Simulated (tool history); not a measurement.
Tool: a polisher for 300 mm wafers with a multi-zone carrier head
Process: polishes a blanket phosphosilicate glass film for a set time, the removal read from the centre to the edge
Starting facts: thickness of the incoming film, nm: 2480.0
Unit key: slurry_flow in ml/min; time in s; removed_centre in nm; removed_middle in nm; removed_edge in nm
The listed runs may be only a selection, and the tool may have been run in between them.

run	hour	slurry_flow	centre_zone	middle_zone	edge_zone	slurry_solids	time	removed_centre	removed_middle	removed_edge
1	0	300	1	1	1	1	71	578.74	572.77	569.72
2	8	255	1	1	1	1	71	565.18	557.65	565.19
3	9.6	255	1	0.96	1	1	71	571.51	533.69	571.26
4	15.6	255	1.07	0.96	1	1	71	606.66	549.23	575.18
5	18.1	265	1.04	1.02	1.04	1	71	588.77	577.56	584.16
6	19.5	280	1.02	1.07	1.06	1	71	589.15	592.62	593.9
7	26.3	295	0.98	1.1	1.04	1.05	71	584.7	638.38	609.6

Run 8 comes next. What will it give?
8	27.9	300	0.96	1.12	1.04	1.05	71	?	?	?

Run 8 measured removed_centre 574.29 nm, removed_middle 653.26 nm, removed_edge 603.9 nm.
